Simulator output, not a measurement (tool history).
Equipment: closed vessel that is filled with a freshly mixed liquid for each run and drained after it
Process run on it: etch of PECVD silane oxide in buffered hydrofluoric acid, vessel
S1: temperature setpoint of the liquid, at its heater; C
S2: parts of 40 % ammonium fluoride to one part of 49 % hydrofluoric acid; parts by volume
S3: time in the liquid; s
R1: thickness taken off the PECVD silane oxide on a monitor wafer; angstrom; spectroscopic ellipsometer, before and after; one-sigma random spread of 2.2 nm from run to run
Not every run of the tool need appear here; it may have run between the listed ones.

run,hour,S1,S2,S3,R1
1,0,25,11.5,95,1340.4
2,2.5,27,10.5,95,1643.3
3,4.8,27,10.5,105,1840.4
4,7.6,27,10.5,95,1633.5
5,8.7,24,10.5,95,1393.3
6,12.4,26.5,9.5,95,1747.5
7,15.4,26.5,9.5,95,1709.3
8,24,28,9,95,1960.5
9,27.9,29.5,9,95,2088.5

Run 10 comes next. What will it give?
10,34.2,30.5,8.5,95,?

R1: 2343.6 angstrom

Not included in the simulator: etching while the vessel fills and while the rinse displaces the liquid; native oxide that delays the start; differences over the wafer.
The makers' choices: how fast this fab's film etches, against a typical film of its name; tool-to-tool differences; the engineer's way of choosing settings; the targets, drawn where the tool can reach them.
